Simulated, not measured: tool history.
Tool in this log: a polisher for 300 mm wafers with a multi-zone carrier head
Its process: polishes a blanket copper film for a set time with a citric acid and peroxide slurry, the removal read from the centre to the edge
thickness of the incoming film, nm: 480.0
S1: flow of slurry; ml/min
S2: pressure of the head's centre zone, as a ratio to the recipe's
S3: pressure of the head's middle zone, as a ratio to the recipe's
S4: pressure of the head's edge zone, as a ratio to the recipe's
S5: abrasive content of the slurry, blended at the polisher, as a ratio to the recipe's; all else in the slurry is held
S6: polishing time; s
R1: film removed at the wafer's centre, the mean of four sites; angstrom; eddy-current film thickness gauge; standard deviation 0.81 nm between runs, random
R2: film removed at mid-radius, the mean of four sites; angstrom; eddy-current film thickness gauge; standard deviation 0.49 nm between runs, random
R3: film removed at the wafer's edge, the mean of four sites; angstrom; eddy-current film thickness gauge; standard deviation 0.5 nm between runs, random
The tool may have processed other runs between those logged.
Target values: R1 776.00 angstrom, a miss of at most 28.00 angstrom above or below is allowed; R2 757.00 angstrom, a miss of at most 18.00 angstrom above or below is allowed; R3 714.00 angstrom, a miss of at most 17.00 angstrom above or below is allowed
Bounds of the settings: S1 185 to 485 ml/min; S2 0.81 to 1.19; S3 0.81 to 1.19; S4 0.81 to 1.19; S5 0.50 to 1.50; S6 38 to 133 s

run	hour	S1	S2	S3	S4	S5	S6	R1	R2	R3
1	0.0	310	1.00	1.00	1.00	1.00	85	1352.20	1333.60	1279.00
2	2.6	310	0.95	1.00	1.00	1.00	85	1254.30	1328.40	1298.90
3	7.4	305	0.96	0.98	0.95	0.85	74	1095.30	1102.20	1060.20
4	16.0	305	0.96	1.01	0.95	0.85	74	1091.10	1127.70	1063.00
5	17.3	300	0.95	0.99	0.91	0.75	67	952.81	993.62	936.84
6	18.3	300	0.95	0.99	0.91	0.75	79	1108.60	1179.40	1093.70
7	25.8	295	0.96	0.97	0.89	0.65	71	995.71	995.27	940.67
8	29.3	285	0.96	0.96	0.87	0.60	66	912.55	914.04	862.68
9	34.4	275	0.96	0.95	0.85	0.55	63	839.04	844.47	809.68
10	43.0	270	0.97	0.95	0.84	0.55	61	829.59	832.41	775.35
11	44.9	255	0.97	0.94	0.83	0.55	60	801.82	798.43	752.85
12	51.2	240	0.98	0.93	0.82	0.55	60	821.88	780.01	746.48
13	57.2	230	0.98	0.93	0.82	0.55	60	801.17	776.26	734.58
14	63.3	220	0.98	0.93	0.82	0.55	60	795.13	767.02	735.90

5 candidate next runs follow, results not yet known. Just one meets every target within its allowed miss. Identify it.
A	69.4	190	0.98	1.06	0.82	0.50	56	?	?	?
B	69.4	240	1.07	0.83	0.85	0.55	60	?	?	?
C	69.4	230	0.92	0.90	0.83	0.50	61	?	?	?
D	69.4	245	1.08	1.00	0.81	0.50	59	?	?	?
E	69.4	215	1.02	0.98	0.88	0.50	58	?	?	?

move	R1	R2	R3
A	706.80	769.40	663.73
B	867.12	736.24	754.21
C	753.87	773.72	745.07
D	850.65	810.89	718.74
E	777.09	770.93	716.89
A: the result that was furthest off in the last run now lies on the other side of its target
B: misses by more than the last run did
C: misses by more than the last run did
D: brings the result that was furthest off to its target, and leaves another outside
E: each result inside its tolerance
E is the move that brings every result within its allowed miss.
